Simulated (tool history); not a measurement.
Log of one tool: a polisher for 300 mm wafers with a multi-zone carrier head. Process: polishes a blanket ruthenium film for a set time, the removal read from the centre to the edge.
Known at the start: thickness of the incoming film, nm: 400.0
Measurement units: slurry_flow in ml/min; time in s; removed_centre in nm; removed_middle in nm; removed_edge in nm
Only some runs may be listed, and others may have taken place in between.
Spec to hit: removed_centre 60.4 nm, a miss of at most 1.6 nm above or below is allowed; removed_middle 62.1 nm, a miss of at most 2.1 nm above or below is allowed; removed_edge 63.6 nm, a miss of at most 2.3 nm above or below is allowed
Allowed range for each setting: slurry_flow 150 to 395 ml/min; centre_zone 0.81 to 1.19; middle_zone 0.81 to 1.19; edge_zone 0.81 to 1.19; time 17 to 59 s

| run | hour | slurry_flow | centre_zone | middle_zone | edge_zone | time | removed_centre | removed_middle | removed_edge |
|---|---|---|---|---|---|---|---|---|---|
| 1 | 0 | 250 | 1 | 1 | 1 | 38 | 51.838 | 50.807 | 52.386 |
| 2 | 3.3 | 260 | 1.01 | 1.02 | 1.04 | 39 | 53.797 | 52.229 | 53.352 |
| 3 | 9.3 | 260 | 1.01 | 1.02 | 0.98 | 39 | 53.468 | 53.976 | 52.69 |
| 4 | 11.7 | 260 | 1.01 | 1.09 | 0.98 | 39 | 53.882 | 55.718 | 51.702 |
| 5 | 14.3 | 265 | 1 | 1.08 | 1 | 41 | 56.52 | 57.465 | 55.425 |
| 6 | 20 | 310 | 1 | 1.08 | 1 | 41 | 57.129 | 59.469 | 55.694 |
| 7 | 25.8 | 310 | 0.99 | 1.07 | 1.02 | 42 | 57.353 | 60.393 | 58.12 |
| 8 | 33.3 | 310 | 0.99 | 1.07 | 1.02 | 42 | 57.024 | 60.111 | 58.233 |

Which of these 4 next moves meets every target?
| A | 40.8 | 320 | 0.86 | 0.91 | 1.13 | 43 | ? | ? | ? |
| B | 40.8 | 275 | 0.97 | 1.01 | 1.05 | 46 | ? | ? | ? |
| C | 40.8 | 295 | 0.83 | 0.91 | 1.16 | 47 | ? | ? | ? |
| D | 40.8 | 275 | 1.07 | 1.11 | 1.05 | 38 | ? | ? | ? |

| move | removed_centre | removed_middle | removed_edge |
|---|---|---|---|
| A | 50.822 | 57.157 | 63.213 |
| B | 60.437 | 63.924 | 64.395 |
| C | 53.15 | 62.015 | 69.632 |
| D | 55.141 | 55.82 | 53.147 |
A: puts the biggest miss on target and leaves a different result outside tolerance
B: every result within its allowed miss
C: moves the result that the last run missed by most past its target, out the other side
D: moves away from the targets compared with the last run
So the answer is move B, the one that meets all the targets.
